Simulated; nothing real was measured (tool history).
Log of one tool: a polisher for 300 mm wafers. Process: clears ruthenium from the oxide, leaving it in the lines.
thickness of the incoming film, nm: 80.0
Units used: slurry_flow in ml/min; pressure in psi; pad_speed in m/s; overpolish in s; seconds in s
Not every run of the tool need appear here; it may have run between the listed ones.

| run | hour | slurry_flow | pressure | pad_speed | overpolish | seconds |
|---|---|---|---|---|---|---|
| 1 | 0 | 230 | 2.1 | 0.82 | 6 | 87.306 |
| 2 | 1 | 230 | 2.1 | 0.98 | 6 | 72.774 |
| 3 | 4.6 | 175 | 2.1 | 0.98 | 6 | 76.068 |
| 4 | 10 | 175 | 2.1 | 0.98 | 5 | 75.579 |
| 5 | 15.8 | 210 | 2.1 | 0.98 | 5 | 72.539 |
| 6 | 19.7 | 210 | 2.4 | 0.98 | 5 | 66.804 |
| 7 | 20.6 | 215 | 2.5 | 0.98 | 5 | 65.544 |
| 8 | 29.3 | 215 | 2.6 | 0.98 | 5 | 62.614 |
| 9 | 33.8 | 215 | 2.7 | 0.98 | 5 | 61.244 |

For run 10, what comes out?
| 10 | 38.8 | 215 | 2.8 | 0.98 | 5 | ? |

Run 10 came out at seconds 58.829 s.

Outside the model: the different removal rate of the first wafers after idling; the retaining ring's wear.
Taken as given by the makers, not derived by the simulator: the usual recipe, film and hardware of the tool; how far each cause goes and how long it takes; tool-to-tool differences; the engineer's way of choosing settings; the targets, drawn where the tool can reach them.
